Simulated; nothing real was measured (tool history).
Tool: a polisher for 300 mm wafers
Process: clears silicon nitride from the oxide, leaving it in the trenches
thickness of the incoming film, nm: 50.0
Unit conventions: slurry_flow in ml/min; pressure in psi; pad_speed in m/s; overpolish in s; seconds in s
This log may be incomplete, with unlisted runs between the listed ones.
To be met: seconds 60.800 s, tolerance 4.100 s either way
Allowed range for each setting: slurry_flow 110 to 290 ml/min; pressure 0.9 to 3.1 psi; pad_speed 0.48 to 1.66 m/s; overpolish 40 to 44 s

run  hour  slurry_flow  pressure  pad_speed  overpolish  seconds
  1   0.0          185       2.0       1.06          40  101.790
  2   2.2          185       2.3       1.06          40   89.739
  3   5.3          185       2.0       1.06          40  102.620
  4  10.7          185       2.2       1.08          40   94.157
  5  17.4          185       2.4       1.12          40   79.951
  6  20.4          215       2.4       1.12          40   78.459
  7  28.6          215       2.5       1.14          40   76.740
  8  32.1          215       2.6       1.16          40   71.106
  9  40.0          215       2.7       1.16          40   70.064
 10  48.9          215       2.8       1.18          40   64.964

Which one of the following 4 next-run settings gets every result inside its allowed miss? There is exactly one.
  A  57.8          200       2.9       1.06          40        ?
  B  57.8          245       2.6       1.06          40        ?
  C  57.8          220       3.1       1.12          40        ?
  D  57.8          195       2.7       1.16          40        ?

move  seconds
   A   69.594
   B   75.941
   C   61.819
   D   69.640
A: moves away from the targets compared with the last run
B: moves away from the targets compared with the last run
C: in spec on every target
D: moves away from the targets compared with the last run
The move that meets every target is C.

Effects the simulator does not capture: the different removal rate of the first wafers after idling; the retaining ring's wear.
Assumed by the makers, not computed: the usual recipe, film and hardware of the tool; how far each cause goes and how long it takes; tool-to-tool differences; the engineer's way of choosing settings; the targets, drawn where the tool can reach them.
